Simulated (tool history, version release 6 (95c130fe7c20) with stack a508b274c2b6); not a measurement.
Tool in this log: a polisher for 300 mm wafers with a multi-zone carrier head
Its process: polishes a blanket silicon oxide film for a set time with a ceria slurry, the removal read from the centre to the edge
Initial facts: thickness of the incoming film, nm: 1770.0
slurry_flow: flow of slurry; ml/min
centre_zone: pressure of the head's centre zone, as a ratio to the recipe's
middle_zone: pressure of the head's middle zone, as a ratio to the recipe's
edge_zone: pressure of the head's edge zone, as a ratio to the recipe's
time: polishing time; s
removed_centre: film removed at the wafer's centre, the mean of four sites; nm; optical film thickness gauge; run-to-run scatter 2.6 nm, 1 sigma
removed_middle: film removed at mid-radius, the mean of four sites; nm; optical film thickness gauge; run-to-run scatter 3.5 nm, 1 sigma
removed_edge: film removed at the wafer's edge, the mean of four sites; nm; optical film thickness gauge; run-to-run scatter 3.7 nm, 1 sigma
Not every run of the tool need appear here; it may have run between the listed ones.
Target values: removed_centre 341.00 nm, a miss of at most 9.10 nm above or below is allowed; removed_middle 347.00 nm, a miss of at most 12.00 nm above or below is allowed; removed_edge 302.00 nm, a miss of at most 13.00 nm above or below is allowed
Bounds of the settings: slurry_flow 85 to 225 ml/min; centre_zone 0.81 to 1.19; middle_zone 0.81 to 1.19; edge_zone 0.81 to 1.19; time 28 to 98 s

run,day,slurry_flow,centre_zone,middle_zone,edge_zone,time,removed_centre,removed_middle,removed_edge
1,0.000,145,1.00,1.00,1.00,63,460.68,450.64,440.80
2,0.192,145,1.00,1.08,1.00,63,461.55,474.33,438.12
3,0.225,145,1.00,1.08,1.00,57,418.71,439.62,399.36
4,0.517,170,1.00,1.08,1.00,57,427.07,445.32,406.96
5,0.633,170,1.03,1.08,1.00,57,435.93,454.93,407.24
6,0.700,160,1.02,1.07,0.95,54,414.94,415.05,374.11
7,0.800,120,0.92,1.10,0.85,46,296.93,345.56,298.92
8,1.075,130,0.94,1.09,0.85,46,313.82,343.68,295.21
9,1.412,135,0.95,1.08,0.85,46,317.29,338.50,294.74
10,1.488,135,0.95,1.08,0.85,46,320.51,354.23,296.48

Next run, 5 choices. One meets every target within its allowed miss, the rest don't. Which?
A,1.562,125,0.89,1.12,0.85,47,?,?,?
B,1.562,150,1.00,1.04,0.86,46,?,?,?
C,1.562,155,0.87,1.19,0.81,44,?,?,?
D,1.562,150,0.90,1.05,0.86,44,?,?,?
E,1.562,155,1.14,1.07,0.81,45,?,?,?

move,removed_centre,removed_middle,removed_edge
A,297.30,362.14,297.33
B,333.99,347.51,301.85
C,289.33,374.90,282.00
D,294.40,335.19,288.69
E,365.49,350.27,288.86
A: lands further from the targets than the last run did
B: every result within its allowed miss
C: lands further from the targets than the last run did
D: lands further from the targets than the last run did
E: carries the result that was furthest off beyond its target, to the other side
B is the move that brings every result within its allowed miss.
